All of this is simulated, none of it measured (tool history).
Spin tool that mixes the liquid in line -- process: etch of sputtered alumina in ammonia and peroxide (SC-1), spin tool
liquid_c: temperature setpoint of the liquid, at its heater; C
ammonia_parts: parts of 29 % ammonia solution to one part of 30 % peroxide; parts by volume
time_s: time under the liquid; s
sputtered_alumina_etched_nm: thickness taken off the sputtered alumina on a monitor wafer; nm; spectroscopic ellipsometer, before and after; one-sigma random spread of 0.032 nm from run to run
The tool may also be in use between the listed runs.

run	day	liquid_c	ammonia_parts	time_s	sputtered_alumina_etched_nm
1	0	56	0.6	25	2.0349
2	0.375	59.5	0.6	25	2.4432
3	0.688	62	0.6	25	2.7843
4	1.042	62	0.75	25	2.8294
5	1.417	63.5	0.75	25	3.0882
6	1.562	64.5	0.75	25	3.2657
7	1.888	65	0.75	25	3.309
8	1.929	65.5	0.75	25	3.4233
9	2.083	66	0.75	25	3.4627

For run 10, what comes out?
10	2.112	66.5	0.75	25	?

{"run 10": {"sputtered_alumina_etched_nm": 3.5347}}
